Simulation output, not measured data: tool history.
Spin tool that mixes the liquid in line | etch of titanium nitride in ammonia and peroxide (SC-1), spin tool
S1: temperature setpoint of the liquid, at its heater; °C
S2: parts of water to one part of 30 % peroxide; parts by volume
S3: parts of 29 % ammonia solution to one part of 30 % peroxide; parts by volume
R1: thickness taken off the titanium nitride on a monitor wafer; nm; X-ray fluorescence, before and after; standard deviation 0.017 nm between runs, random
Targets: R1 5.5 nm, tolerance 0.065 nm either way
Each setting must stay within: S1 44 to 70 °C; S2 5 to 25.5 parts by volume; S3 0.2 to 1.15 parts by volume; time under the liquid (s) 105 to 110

run 1 hour=0 | S1=60 S2=14.5 S3=0.65 time_under_the_liquid_(s)=105 | R1=12.393
run 2 hour=6.3 | S1=60 S2=14.5 S3=0.65 time_under_the_liquid_(s)=105 | R1=12.461
run 3 hour=13.6 | S1=60 S2=14.5 S3=0.65 time_under_the_liquid_(s)=105 | R1=12.406
run 4 hour=16.8 | S1=56 S2=14.5 S3=0.65 time_under_the_liquid_(s)=105 | R1=9.5063
run 5 hour=18.7 | S1=56 S2=14.5 S3=0.85 time_under_the_liquid_(s)=105 | R1=9.9722
run 6 hour=26.9 | S1=56 S2=12.5 S3=0.85 time_under_the_liquid_(s)=105 | R1=10.813
run 7 hour=34.1 | S1=52.5 S2=12.5 S3=0.85 time_under_the_liquid_(s)=105 | R1=8.4735
run 8 hour=38.2 | S1=45 S2=12.5 S3=0.85 time_under_the_liquid_(s)=105 | R1=5.0165
run 9 hour=40.6 | S1=45.5 S2=12.5 S3=0.85 time_under_the_liquid_(s)=105 | R1=5.2245
run 10 hour=48.2 | S1=46 S2=12.5 S3=0.85 time_under_the_liquid_(s)=105 | R1=5.4064
run 11 hour=54.6 | S1=46.5 S2=12.5 S3=0.85 time_under_the_liquid_(s)=105 | R1=5.5948

Next run, 4 choices. One meets every target within its allowed miss, the rest don't. Which?
run A hour=61 | S1=47 S2=13.5 S3=0.75 time_under_the_liquid_(s)=110 | R1=?
run B hour=61 | S1=44.5 S2=10 S3=0.9 time_under_the_liquid_(s)=105 | R1=?
run C hour=61 | S1=47 S2=14.5 S3=1.15 time_under_the_liquid_(s)=105 | R1=?
run D hour=61 | S1=48 S2=15 S3=0.7 time_under_the_liquid_(s)=110 | R1=?

move=A R1=5.7362
move=B R1=5.5108
move=C R1=5.658
move=D R1=5.7504
A: its largest miss is bigger than the last run's
B: every result lands within tolerance
C: its largest miss is bigger than the last run's
D: its largest miss is bigger than the last run's
The move that meets every target is B.

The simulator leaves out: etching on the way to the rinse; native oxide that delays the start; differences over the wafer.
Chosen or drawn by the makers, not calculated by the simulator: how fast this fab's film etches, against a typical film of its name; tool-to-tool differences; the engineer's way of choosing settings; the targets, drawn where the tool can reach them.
